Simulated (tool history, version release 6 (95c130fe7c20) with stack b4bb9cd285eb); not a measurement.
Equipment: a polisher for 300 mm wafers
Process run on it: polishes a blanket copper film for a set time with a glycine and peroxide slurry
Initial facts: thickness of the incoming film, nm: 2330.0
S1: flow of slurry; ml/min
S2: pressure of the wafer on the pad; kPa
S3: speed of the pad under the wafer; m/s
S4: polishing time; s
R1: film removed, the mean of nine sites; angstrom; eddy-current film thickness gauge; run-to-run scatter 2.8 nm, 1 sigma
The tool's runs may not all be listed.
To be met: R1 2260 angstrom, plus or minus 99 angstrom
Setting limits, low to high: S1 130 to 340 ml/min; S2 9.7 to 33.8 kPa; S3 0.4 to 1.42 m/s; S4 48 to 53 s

run	hour	S1	S2	S3	S4	R1
1	0	220	21.4	0.9	53	2838.8
2	6.5	220	21.4	1.06	53	3235.9
3	9.4	220	21.4	1.24	53	3714.2
4	13.5	220	20	1.22	53	3455.8
5	18.1	255	20	1.22	53	3553.8
6	25.5	255	18.6	1.22	53	3403.3
7	32.2	255	17.2	1.2	53	3145.9
8	41.2	255	15.9	1.2	53	2961.1
9	42.5	255	15.2	1.2	53	2824.3
10	47.9	250	14.5	1.2	53	2733.7
11	52.6	245	13.8	1.2	53	2625.8
12	54.7	240	13.8	1.2	53	2719.1
13	58.1	240	13.1	1.2	53	2551.4

Below are 5 possible settings for the next run. Only one of them brings all results inside the allowed miss of their targets. Which is it?
A	61.5	275	13.8	1.1	53	?
B	61.5	220	15.2	1.36	48	?
C	61.5	215	11.7	1.3	48	?
D	61.5	170	9.7	1.38	49	?
E	61.5	270	11	1.06	52	?

move	R1
A	2529.8
B	2834.6
C	2298.4
D	2114.8
E	2098.7
A: better than the last run, though not everything is in spec
B: lands further from the targets than the last run did
C: hits every target within its allowed miss
D: the result that was furthest off in the last run now lies on the other side of its target
E: the result that was furthest off in the last run now lies on the other side of its target
The right move is C.
